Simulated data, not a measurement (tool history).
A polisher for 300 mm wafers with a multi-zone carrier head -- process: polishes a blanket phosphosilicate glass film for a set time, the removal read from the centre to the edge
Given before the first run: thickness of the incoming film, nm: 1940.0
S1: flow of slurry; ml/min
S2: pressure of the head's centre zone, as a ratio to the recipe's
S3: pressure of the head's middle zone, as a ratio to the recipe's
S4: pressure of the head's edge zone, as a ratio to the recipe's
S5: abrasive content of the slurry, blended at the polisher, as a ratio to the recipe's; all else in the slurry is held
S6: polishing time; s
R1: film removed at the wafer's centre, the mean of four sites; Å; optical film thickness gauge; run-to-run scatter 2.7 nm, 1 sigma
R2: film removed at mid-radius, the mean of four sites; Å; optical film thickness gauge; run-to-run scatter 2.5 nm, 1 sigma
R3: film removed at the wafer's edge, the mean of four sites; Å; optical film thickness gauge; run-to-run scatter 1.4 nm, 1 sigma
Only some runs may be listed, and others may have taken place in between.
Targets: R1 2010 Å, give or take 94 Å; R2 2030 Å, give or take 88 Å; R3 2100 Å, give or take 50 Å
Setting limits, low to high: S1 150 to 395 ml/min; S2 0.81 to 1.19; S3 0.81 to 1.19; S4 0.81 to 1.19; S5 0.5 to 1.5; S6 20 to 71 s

Run 1, hour 0: S1 250 ml/min, S2 1, S3 1, S4 1, S5 1, S6 45 s. Result: R1 2812.7 Å, R2 3015.8 Å, R3 3127.2 Å.
Run 2, hour 2.4: S1 250 ml/min, S2 0.96, S3 1, S4 1, S5 1, S6 45 s. Result: R1 2726.9 Å, R2 2996.7 Å, R3 3099.1 Å.
Run 3, hour 10.7: S1 250 ml/min, S2 0.96, S3 1, S4 1.04, S5 1, S6 45 s. Result: R1 2632.7 Å, R2 3114.6 Å, R3 3126.7 Å.
Run 4, hour 16.5: S1 250 ml/min, S2 0.96, S3 1, S4 1.04, S5 1.1, S6 45 s. Result: R1 2906.9 Å, R2 3272.6 Å, R3 3294.5 Å.
Run 5, hour 23.3: S1 255 ml/min, S2 0.98, S3 1.01, S4 1.02, S5 1.05, S6 44 s. Result: R1 2843.5 Å, R2 3096 Å, R3 3111 Å.
Run 6, hour 29.1: S1 255 ml/min, S2 0.98, S3 0.94, S4 1.02, S5 1.05, S6 44 s. Result: R1 2788.4 Å, R2 3036 Å, R3 3149.3 Å.
Run 7, hour 36.5: S1 260 ml/min, S2 0.99, S3 0.96, S4 1, S5 1, S6 43 s. Result: R1 2656.9 Å, R2 2916.4 Å, R3 2953.3 Å.
Run 8, hour 41.1: S1 255 ml/min, S2 1, S3 0.96, S4 0.99, S5 0.95, S6 43 s. Result: R1 2608.8 Å, R2 2748 Å, R3 2827.9 Å.
Run 9, hour 47.9: S1 255 ml/min, S2 1, S3 0.96, S4 0.98, S5 0.9, S6 43 s. Result: R1 2526.8 Å, R2 2739.8 Å, R3 2756.8 Å.
Run 10, hour 49.3: S1 245 ml/min, S2 1.01, S3 0.95, S4 0.97, S5 0.85, S6 43 s. Result: R1 2463.4 Å, R2 2558.9 Å, R3 2625.4 Å.
At hour 56.1: centre zone pressure recalibrated.
Run 11, hour 56.1: S1 240 ml/min, S2 1.01, S3 0.95, S4 0.96, S5 0.85, S6 43 s. Result: R1 2710.8 Å, R2 2556.3 Å, R3 2632.3 Å.
Run 12, hour 64.2: S1 240 ml/min, S2 1, S3 0.94, S4 0.96, S5 0.8, S6 43 s. Result: R1 2564.3 Å, R2 2450.2 Å, R3 2527.9 Å.
Run 13, hour 71.7: S1 220 ml/min, S2 0.9, S3 0.84, S4 0.86, S5 0.6, S6 43 s. Result: R1 1808.3 Å, R2 1771.2 Å, R3 1917 Å.
Run 14, hour 74.8: S1 290 ml/min, S2 0.93, S3 0.92, S4 0.92, S5 0.6, S6 43 s. Result: R1 1988.9 Å, R2 1946.1 Å, R3 2031.2 Å.
Run 15, hour 83.1: S1 290 ml/min, S2 0.93, S3 0.92, S4 0.93, S5 0.6, S6 43 s. Result: R1 2014 Å, R2 1964.3 Å, R3 2046.3 Å.

Which single option among these 5 for the next run brings every result within its allowed miss of target? Just one does.
Run A, hour 91.4: S1 300 ml/min, S2 0.87, S3 0.97, S4 0.86, S5 0.6, S6 46 s. Result: R1 ?, R2 ?, R3 ?.
Run B, hour 91.4: S1 355 ml/min, S2 1.01, S3 1.02, S4 0.94, S5 0.55, S6 45 s. Result: R1 ?, R2 ?, R3 ?.
Run C, hour 91.4: S1 270 ml/min, S2 0.89, S3 0.9, S4 0.89, S5 0.5, S6 54 s. Result: R1 ?, R2 ?, R3 ?.
Run D, hour 91.4: S1 275 ml/min, S2 1.03, S3 0.87, S4 0.89, S5 0.5, S6 51 s. Result: R1 ?, R2 ?, R3 ?.
Run E, hour 91.4: S1 300 ml/min, S2 0.81, S3 1.05, S4 0.99, S5 0.75, S6 38 s. Result: R1 ?, R2 ?, R3 ?.

move      R1      R2      R3
   A  2032.4  2181.8  2108.3
   B  2175.4  2090.2  2009.4
   C  2028.6  2002.6  2100.3
   D  2224.6  1841.5  1987.6
   E  1860.3  2294.2  2210.7
A: the worst result of the last run now meets its target, but another is out of spec
B: its largest miss is bigger than the last run's
C: meets every target
D: its largest miss is bigger than the last run's
E: carries the result that was furthest off beyond its target, to the other side
Go with C: it meets all targets.

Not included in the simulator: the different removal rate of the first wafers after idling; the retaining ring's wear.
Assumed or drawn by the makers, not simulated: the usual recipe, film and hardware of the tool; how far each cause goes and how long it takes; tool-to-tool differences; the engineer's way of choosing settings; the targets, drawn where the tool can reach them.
